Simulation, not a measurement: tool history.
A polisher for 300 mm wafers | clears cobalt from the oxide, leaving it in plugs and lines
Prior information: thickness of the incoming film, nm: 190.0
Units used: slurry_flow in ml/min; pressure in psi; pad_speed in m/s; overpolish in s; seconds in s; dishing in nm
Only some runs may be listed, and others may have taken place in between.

run 1 hour=0.0 | slurry_flow=305 pressure=1.4 pad_speed=0.78 overpolish=16 | seconds=64.781 dishing=29.799
run 2 hour=5.9 | slurry_flow=295 pressure=1.5 pad_speed=0.78 overpolish=13 | seconds=61.022 dishing=27.662
run 3 hour=11.1 | slurry_flow=295 pressure=1.5 pad_speed=0.88 overpolish=13 | seconds=57.418 dishing=28.560
run 4 hour=17.1 | slurry_flow=345 pressure=1.5 pad_speed=0.98 overpolish=11 | seconds=53.144 dishing=27.043
run 5 hour=21.1 | slurry_flow=345 pressure=1.7 pad_speed=0.98 overpolish=11 | seconds=47.926 dishing=29.762
run 6 hour=23.1 | slurry_flow=345 pressure=1.9 pad_speed=0.98 overpolish=11 | seconds=41.441 dishing=31.208

The next listed run, before its measurement:
run 7 hour=29.2 | slurry_flow=380 pressure=2.0 pad_speed=0.92 overpolish=9 | seconds=? dishing=?

Run 7 yielded seconds 41.640 s, dishing 27.979 nm.
